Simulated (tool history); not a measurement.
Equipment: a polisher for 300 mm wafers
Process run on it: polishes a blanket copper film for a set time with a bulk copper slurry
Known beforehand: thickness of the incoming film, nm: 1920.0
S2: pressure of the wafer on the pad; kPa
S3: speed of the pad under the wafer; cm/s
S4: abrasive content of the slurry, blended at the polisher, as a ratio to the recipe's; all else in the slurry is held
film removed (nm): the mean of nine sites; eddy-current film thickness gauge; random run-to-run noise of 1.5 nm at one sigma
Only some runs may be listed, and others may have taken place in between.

Run 1, hour 0: flow of slurry (ml/min) 195, S2 14.5 kPa, S3 96 cm/s, S4 1, polishing time (s) 29. Result: film removed (nm) 250.6.
Run 2, hour 2.2: flow of slurry (ml/min) 195, S2 17.2 kPa, S3 96 cm/s, S4 1, polishing time (s) 29. Result: film removed (nm) 289.04.
Run 3, hour 3.6: flow of slurry (ml/min) 195, S2 17.2 kPa, S3 120 cm/s, S4 1, polishing time (s) 29. Result: film removed (nm) 361.72.
Run 4, hour 9.7: flow of slurry (ml/min) 195, S2 17.2 kPa, S3 120 cm/s, S4 1.15, polishing time (s) 29. Result: film removed (nm) 374.79.
Run 5, hour 13.6: flow of slurry (ml/min) 195, S2 17.2 kPa, S3 102 cm/s, S4 1.15, polishing time (s) 29. Result: film removed (nm) 320.2.
Run 6, hour 17.8: flow of slurry (ml/min) 175, S2 17.2 kPa, S3 102 cm/s, S4 1.15, polishing time (s) 29. Result: film removed (nm) 321.97.
At hour 26.4: head pressure recalibrated.
Run 7, hour 26.4: flow of slurry (ml/min) 175, S2 17.2 kPa, S3 102 cm/s, S4 1.15, polishing time (s) 29. Result: film removed (nm) 289.15.
Run 8, hour 28.9: flow of slurry (ml/min) 165, S2 16.5 kPa, S3 102 cm/s, S4 1.15, polishing time (s) 29. Result: film removed (nm) 272.37.

Run 9 comes next. What will it give?
Run 9, hour 34.5: flow of slurry (ml/min) 155, S2 15.9 kPa, S3 102 cm/s, S4 1.15, polishing time (s) 29. Result: film removed (nm) ?.

film removed (nm): 262.94
